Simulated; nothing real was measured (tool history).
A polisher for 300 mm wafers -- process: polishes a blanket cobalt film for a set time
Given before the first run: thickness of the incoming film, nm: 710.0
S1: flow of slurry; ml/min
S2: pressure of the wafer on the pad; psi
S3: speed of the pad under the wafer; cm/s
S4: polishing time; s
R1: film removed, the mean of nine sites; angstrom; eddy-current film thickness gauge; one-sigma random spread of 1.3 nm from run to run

Run 1, day 0: S1 145 ml/min, S2 2.3 psi, S3 118 cm/s, S4 19 s. Result: R1 1537.9 angstrom.
Run 2, day 0.275: S1 145 ml/min, S2 2.3 psi, S3 104 cm/s, S4 19 s. Result: R1 1406.9 angstrom.
Run 3, day 0.417: S1 145 ml/min, S2 1.7 psi, S3 104 cm/s, S4 19 s. Result: R1 1051.8 angstrom.
Run 4, day 0.492: S1 145 ml/min, S2 2 psi, S3 104 cm/s, S4 19 s. Result: R1 1227.6 angstrom.
Run 5, day 0.621: S1 155 ml/min, S2 2.2 psi, S3 104 cm/s, S4 19 s. Result: R1 1352.3 angstrom.
Run 6, day 0.758: S1 165 ml/min, S2 2.3 psi, S3 104 cm/s, S4 19 s. Result: R1 1449.7 angstrom.

Run 7 is up next; what results do you expect?
Run 7, day 1.058: S1 175 ml/min, S2 2.4 psi, S3 104 cm/s, S4 19 s. Result: R1 ?.

R1: 1510.3 angstrom

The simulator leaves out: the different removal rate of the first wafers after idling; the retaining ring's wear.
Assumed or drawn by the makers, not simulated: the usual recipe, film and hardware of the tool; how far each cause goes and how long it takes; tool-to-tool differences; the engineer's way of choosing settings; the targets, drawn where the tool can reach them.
